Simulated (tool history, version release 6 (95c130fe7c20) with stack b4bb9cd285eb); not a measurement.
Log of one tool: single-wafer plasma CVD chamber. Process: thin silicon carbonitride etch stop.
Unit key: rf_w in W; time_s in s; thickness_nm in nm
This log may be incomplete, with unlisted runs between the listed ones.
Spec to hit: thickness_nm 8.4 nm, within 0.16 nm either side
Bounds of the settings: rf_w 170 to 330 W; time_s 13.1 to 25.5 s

run 1 hour=0 | rf_w=250 time_s=19.3 | thickness_nm=10.41
run 2 hour=8.7 | rf_w=225 time_s=19.3 | thickness_nm=10.015
run 3 hour=12.8 | rf_w=220 time_s=19 | thickness_nm=9.7308
run 4 hour=21.1 | rf_w=220 time_s=21.2 | thickness_nm=10.904
run 5 hour=22.1 | rf_w=215 time_s=20.6 | thickness_nm=10.518
run 6 hour=26.9 | rf_w=215 time_s=19 | thickness_nm=9.7544
run 7 hour=32.5 | rf_w=210 time_s=18.7 | thickness_nm=9.4462
run 8 hour=40.2 | rf_w=205 time_s=18.5 | thickness_nm=9.2363
run 9 hour=42.5 | rf_w=200 time_s=18.4 | thickness_nm=9.1476
run 10 hour=49.9 | rf_w=195 time_s=18.3 | thickness_nm=8.9757
run 11 hour=55.3 | rf_w=190 time_s=18.2 | thickness_nm=8.8554
run 12 hour=64.3 | rf_w=190 time_s=18.1 | thickness_nm=8.8132
run 13 hour=64.8 | rf_w=190 time_s=18 | thickness_nm=8.7586
run 14 hour=67.2 | rf_w=175 time_s=17.4 | thickness_nm=8.1733

Which of these 5 next moves meets every target?
run A hour=69.6 | rf_w=175 time_s=18 | thickness_nm=?
run B hour=69.6 | rf_w=240 time_s=14.9 | thickness_nm=?
run C hour=69.6 | rf_w=185 time_s=16.7 | thickness_nm=?
run D hour=69.6 | rf_w=185 time_s=16.5 | thickness_nm=?
run E hour=69.6 | rf_w=200 time_s=16 | thickness_nm=?

move=A thickness_nm=8.468
move=B thickness_nm=7.9653
move=C thickness_nm=8.0438
move=D thickness_nm=7.9474
move=E thickness_nm=7.9588
A: all results in spec
B: lands further from the targets than the last run did
C: lands further from the targets than the last run did
D: lands further from the targets than the last run did
E: lands further from the targets than the last run did
So the answer is move A, the one that meets all the targets.
